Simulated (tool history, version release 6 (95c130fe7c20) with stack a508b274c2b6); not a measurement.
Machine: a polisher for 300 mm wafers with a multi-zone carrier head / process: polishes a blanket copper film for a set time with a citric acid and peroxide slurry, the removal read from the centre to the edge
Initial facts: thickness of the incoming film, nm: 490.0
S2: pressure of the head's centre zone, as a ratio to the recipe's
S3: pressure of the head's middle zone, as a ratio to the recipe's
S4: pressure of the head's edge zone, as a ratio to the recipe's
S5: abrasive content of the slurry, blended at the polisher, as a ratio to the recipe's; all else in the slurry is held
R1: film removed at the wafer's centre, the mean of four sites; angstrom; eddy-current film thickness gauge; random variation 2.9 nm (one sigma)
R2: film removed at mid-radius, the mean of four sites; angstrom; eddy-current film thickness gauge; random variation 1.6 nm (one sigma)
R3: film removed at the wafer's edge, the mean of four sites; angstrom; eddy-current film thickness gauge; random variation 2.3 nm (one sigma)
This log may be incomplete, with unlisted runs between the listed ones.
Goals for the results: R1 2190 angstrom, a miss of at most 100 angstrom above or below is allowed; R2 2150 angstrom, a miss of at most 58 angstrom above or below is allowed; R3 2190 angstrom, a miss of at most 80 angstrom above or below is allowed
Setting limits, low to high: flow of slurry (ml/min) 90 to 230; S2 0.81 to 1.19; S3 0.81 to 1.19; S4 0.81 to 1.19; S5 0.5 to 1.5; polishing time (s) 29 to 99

run 1 hour=0 | flow_of_slurry_(ml/min)=150 S2=1 S3=1 S4=1 S5=1 polishing_time_(s)=64 | R1=1742.2 R2=1700.8 R3=1666.3
run 2 hour=7.3 | flow_of_slurry_(ml/min)=165 S2=1 S3=1 S4=1 S5=1 polishing_time_(s)=64 | R1=1735.1 R2=1751.1 R3=1673.1
run 3 hour=14.4 | flow_of_slurry_(ml/min)=165 S2=1 S3=1 S4=1.02 S5=1.05 polishing_time_(s)=65 | R1=1823.9 R2=1793.7 R3=1736
run 4 hour=20.6 | flow_of_slurry_(ml/min)=165 S2=1 S3=1.07 S4=1.02 S5=1.05 polishing_time_(s)=65 | R1=1794.8 R2=1844.7 R3=1757.7
run 5 hour=26 | flow_of_slurry_(ml/min)=165 S2=1 S3=1.01 S4=1.02 S5=1.05 polishing_time_(s)=65 | R1=1798.8 R2=1799.3 R3=1733.7
run 6 hour=31.9 | flow_of_slurry_(ml/min)=165 S2=1 S3=1.01 S4=1.02 S5=0.95 polishing_time_(s)=65 | R1=1757.1 R2=1740.2 R3=1689.7
run 7 hour=40.1 | flow_of_slurry_(ml/min)=165 S2=1 S3=1.02 S4=1.03 S5=1 polishing_time_(s)=65 | R1=1738.7 R2=1800.3 R3=1715
run 8 hour=45.1 | flow_of_slurry_(ml/min)=160 S2=1 S3=1.02 S4=1.04 S5=1.05 polishing_time_(s)=66 | R1=1803 R2=1808.1 R3=1760.3
run 9 hour=52.5 | flow_of_slurry_(ml/min)=160 S2=1 S3=1.02 S4=1.05 S5=1.1 polishing_time_(s)=67 | R1=1866.9 R2=1869.5 R3=1829.3
run 10 hour=57.8 | flow_of_slurry_(ml/min)=200 S2=1.03 S3=1.04 S4=1.15 S5=1.35 polishing_time_(s)=68 | R1=2109.4 R2=2048.4 R3=2061.7

4 next moves are on the table. One of them brings every result within its allowed miss. Which?
run A hour=63.1 | flow_of_slurry_(ml/min)=230 S2=1.06 S3=1 S4=1.14 S5=1.35 polishing_time_(s)=64 | R1=? R2=? R3=?
run B hour=63.1 | flow_of_slurry_(ml/min)=210 S2=1.09 S3=1.05 S4=1.17 S5=1.3 polishing_time_(s)=64 | R1=? R2=? R3=?
run C hour=63.1 | flow_of_slurry_(ml/min)=140 S2=1.06 S3=1.06 S4=1.19 S5=1.35 polishing_time_(s)=74 | R1=? R2=? R3=?
run D hour=63.1 | flow_of_slurry_(ml/min)=195 S2=1.05 S3=0.94 S4=1.19 S5=1.4 polishing_time_(s)=68 | R1=? R2=? R3=?

move=A R1=2004 R2=1904.8 R3=1944.2
move=B R1=2019.9 R2=1934.9 R3=1939.1
move=C R1=2142.6 R2=2137.4 R3=2180.3
move=D R1=2074.6 R2=1913.1 R3=2093.3
A: misses by more than the last run did
B: misses by more than the last run did
C: hits every target within its allowed miss
D: misses by more than the last run did
Answer: C

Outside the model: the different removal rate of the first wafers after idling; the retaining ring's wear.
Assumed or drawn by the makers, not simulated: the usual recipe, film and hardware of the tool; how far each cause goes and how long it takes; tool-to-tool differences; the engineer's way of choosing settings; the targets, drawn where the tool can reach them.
